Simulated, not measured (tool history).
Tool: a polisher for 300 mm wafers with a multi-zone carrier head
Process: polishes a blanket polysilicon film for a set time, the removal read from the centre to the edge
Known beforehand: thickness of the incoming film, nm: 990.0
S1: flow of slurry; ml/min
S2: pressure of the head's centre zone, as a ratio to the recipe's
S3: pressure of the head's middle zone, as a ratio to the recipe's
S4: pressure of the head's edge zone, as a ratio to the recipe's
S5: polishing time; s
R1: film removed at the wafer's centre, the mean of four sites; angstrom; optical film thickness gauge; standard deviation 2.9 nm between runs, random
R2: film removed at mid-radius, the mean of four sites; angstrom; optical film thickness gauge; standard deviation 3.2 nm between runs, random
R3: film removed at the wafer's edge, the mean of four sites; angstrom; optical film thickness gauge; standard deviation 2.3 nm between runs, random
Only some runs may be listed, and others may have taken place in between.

run,hour,S1,S2,S3,S4,S5,R1,R2,R3
1,0,255,1,1,1,46,2125.9,2111.6,2119.1
2,4.6,255,1,0.94,1,46,2080.1,2036.3,2090.1
3,13.1,255,1,0.98,1,46,2085.2,2104.5,2101.6
4,15.8,255,0.92,0.98,1,46,1951.1,2108.6,2092.1
5,23.7,255,0.93,0.98,1.02,47,1982.8,2152.1,2129.1
6,29.8,310,0.93,0.98,1.02,47,2041.2,2160.7,2184.6
7,34.6,315,0.93,0.98,1.04,48,2079.4,2228.3,2248.5
8,36.6,320,0.93,0.97,1.06,49,2125,2282.1,2305.1
9,43.4,325,0.93,0.96,1.08,50,2205.4,2285.9,2426.7

Predict the results of run 10:
10,45.6,325,0.93,0.97,1.09,50,?,?,?

{"run 10": {"R1": 2125.1, "R2": 2314.1, "R3": 2404.4}}

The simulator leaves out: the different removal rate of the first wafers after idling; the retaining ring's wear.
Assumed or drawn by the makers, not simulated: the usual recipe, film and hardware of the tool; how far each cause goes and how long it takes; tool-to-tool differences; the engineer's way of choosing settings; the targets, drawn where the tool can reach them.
